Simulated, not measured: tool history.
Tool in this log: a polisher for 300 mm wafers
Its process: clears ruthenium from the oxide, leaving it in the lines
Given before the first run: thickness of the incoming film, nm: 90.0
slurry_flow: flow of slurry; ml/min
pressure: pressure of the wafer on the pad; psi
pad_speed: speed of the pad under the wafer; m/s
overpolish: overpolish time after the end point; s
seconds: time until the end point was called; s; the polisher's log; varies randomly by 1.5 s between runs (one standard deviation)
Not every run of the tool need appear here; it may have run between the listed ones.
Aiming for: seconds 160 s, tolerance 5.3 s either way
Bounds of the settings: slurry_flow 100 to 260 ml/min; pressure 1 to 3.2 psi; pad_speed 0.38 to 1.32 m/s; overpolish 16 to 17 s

{"run": 1, "hour": 0.0, "slurry_flow": 165, "pressure": 2.1, "pad_speed": 0.84, "overpolish": 16, "seconds": 79.791}
{"run": 2, "hour": 8.5, "slurry_flow": 160, "pressure": 1.7, "pad_speed": 0.8, "overpolish": 16, "seconds": 94.561}
{"run": 3, "hour": 15.1, "slurry_flow": 160, "pressure": 1.5, "pad_speed": 0.8, "overpolish": 16, "seconds": 101.97}
{"run": 4, "hour": 23.3, "slurry_flow": 155, "pressure": 1.3, "pad_speed": 0.72, "overpolish": 16, "seconds": 124.23}
{"run": 5, "hour": 25.1, "slurry_flow": 155, "pressure": 1.3, "pad_speed": 0.72, "overpolish": 17, "seconds": 124.05}
{"run": 6, "hour": 34.0, "slurry_flow": 155, "pressure": 1.1, "pad_speed": 0.72, "overpolish": 17, "seconds": 135.23}
{"run": 7, "hour": 34.8, "slurry_flow": 150, "pressure": 1.1, "pad_speed": 0.68, "overpolish": 17, "seconds": 144.93}
{"run": 8, "hour": 39.8, "slurry_flow": 140, "pressure": 1.1, "pad_speed": 0.68, "overpolish": 17, "seconds": 144.32}
{"run": 9, "hour": 40.7, "slurry_flow": 135, "pressure": 1.1, "pad_speed": 0.66, "overpolish": 17, "seconds": 153.01}

Next run, 5 choices. One meets every target within its allowed miss, the rest don't. Which?
{"run": "A", "hour": 41.6, "slurry_flow": 115, "pressure": 1.2, "pad_speed": 0.62, "overpolish": 17, "seconds": "?"}
{"run": "B", "hour": 41.6, "slurry_flow": 150, "pressure": 1.2, "pad_speed": 0.54, "overpolish": 17, "seconds": "?"}
{"run": "C", "hour": 41.6, "slurry_flow": 120, "pressure": 1, "pad_speed": 0.62, "overpolish": 17, "seconds": "?"}
{"run": "D", "hour": 41.6, "slurry_flow": 130, "pressure": 1.2, "pad_speed": 0.66, "overpolish": 16, "seconds": "?"}
{"run": "E", "hour": 41.6, "slurry_flow": 130, "pressure": 1.6, "pad_speed": 0.46, "overpolish": 17, "seconds": "?"}

move=A seconds=157.03
move=B seconds=168.65
move=C seconds=170.58
move=D seconds=143.45
move=E seconds=171.74
A: meets every target
B: takes the result that was furthest off past its target
C: takes the result that was furthest off past its target
D: further off than the last run
E: takes the result that was furthest off past its target
Answer: A
